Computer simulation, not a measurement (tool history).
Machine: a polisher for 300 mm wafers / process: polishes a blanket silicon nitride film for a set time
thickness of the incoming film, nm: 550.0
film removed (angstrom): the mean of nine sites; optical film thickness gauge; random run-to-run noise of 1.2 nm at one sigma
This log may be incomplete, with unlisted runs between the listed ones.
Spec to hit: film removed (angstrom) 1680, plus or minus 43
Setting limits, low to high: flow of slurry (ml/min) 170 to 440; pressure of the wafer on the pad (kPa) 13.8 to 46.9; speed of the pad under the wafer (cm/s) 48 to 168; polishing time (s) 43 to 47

run  hour  flow of slurry (ml/min)  pressure of the wafer on the pad (kPa)  speed of the pad under the wafer (cm/s)  polishing time (s)  film removed (angstrom)
  1     0                      280                                    30.3                                      108                  47                   1366.3
  2   2.8                      280                                    30.3                                      108                  43                   1234.8
  3   6.5                      280                                    35.2                                      108                  43                     1421
  4  11.8                      280                                    35.2                                      108                  47                   1551.2
  5  19.5                      285                                    35.9                                      108                  47                   1573.9
  6  23.5                      285                                    42.1                                      108                  47                     1814
  7  30.4                      285                                    41.4                                      108                  47                   1788.6
  8  35.4                      285                                    40.7                                      108                  47                   1778.7

Which single option among these 5 for the next run brings every result within its allowed miss of target? Just one does.
  A  40.4                      345                                    40.7                                      118                  46                        ?
  B  40.4                      325                                    46.2                                      106                  45                        ?
  C  40.4                      260                                    37.2                                      134                  44                        ?
  D  40.4                      285                                    45.5                                      106                  46                        ?
  E  40.4                      285                                    44.1                                      106                  46                        ?

move  film removed (angstrom)
   A                   1824.4
   B                   1869.5
   C                   1690.5
   D                   1862.5
   E                   1813.7
A: the biggest miss grows against the last run
B: the biggest miss grows against the last run
C: each result inside its tolerance
D: the biggest miss grows against the last run
E: the biggest miss grows against the last run
Go with C: it meets all targets.
